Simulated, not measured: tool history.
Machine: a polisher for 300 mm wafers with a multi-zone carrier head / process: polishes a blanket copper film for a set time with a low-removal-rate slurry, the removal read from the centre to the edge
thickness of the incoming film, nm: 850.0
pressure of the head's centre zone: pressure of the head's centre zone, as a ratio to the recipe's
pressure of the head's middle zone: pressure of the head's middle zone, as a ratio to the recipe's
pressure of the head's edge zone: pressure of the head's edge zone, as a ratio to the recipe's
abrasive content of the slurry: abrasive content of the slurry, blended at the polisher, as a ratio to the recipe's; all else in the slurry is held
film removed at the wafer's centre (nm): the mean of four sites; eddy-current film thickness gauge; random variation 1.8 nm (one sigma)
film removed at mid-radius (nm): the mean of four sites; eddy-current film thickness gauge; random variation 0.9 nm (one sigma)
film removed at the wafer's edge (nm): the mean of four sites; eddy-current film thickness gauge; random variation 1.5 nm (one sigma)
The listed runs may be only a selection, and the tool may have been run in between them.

run	hour	flow of slurry (ml/min)	pressure of the head's centre zone	pressure of the head's middle zone	pressure of the head's edge zone	abrasive content of the slurry	polishing time (s)	film removed at the wafer's centre (nm)	film removed at mid-radius (nm)	film removed at the wafer's edge (nm)
1	0	290	1	1	1	1	47	109.32	110.08	112.15
2	2.4	290	1	1	1.07	1	47	108.4	108.76	116.17
3	7.8	295	1.03	1	1.08	1.05	47	115.55	110.26	116.39
4	8.4	225	1.03	1	1.08	1.05	47	109.99	108.14	114.89
5	12.8	235	1.05	0.99	1.1	1.1	47	113.3	108.37	119.03
6	20.7	250	1.07	0.99	1.1	1.15	47	117.55	109.77	122.25
7	26	270	1.09	0.99	1.09	1.15	47	119.55	110.96	119.97
8	29.6	290	1.11	0.97	1.08	1.2	47	123.33	111.9	121.96
9	31.8	310	1.12	0.95	1.07	1.2	48	132.33	112.47	123.53
10	40.5	320	1.13	0.95	1.08	1.25	48	132.78	113.5	127.21
11	43.1	330	1.14	0.95	1.08	1.25	48	133.58	113.98	126.61
12	49.5	335	1.15	0.94	1.07	1.3	48	133.47	113.62	128.12
13	52.3	340	1.16	0.94	1.07	1.3	49	139.57	115.68	130

What will run 14 give?
14	57.3	345	1.16	0.94	1.07	1.3	49	?	?	?

Run 14 came out at film removed at the wafer's centre (nm) 143.14, film removed at mid-radius (nm) 116.99, film removed at the wafer's edge (nm) 129.79.

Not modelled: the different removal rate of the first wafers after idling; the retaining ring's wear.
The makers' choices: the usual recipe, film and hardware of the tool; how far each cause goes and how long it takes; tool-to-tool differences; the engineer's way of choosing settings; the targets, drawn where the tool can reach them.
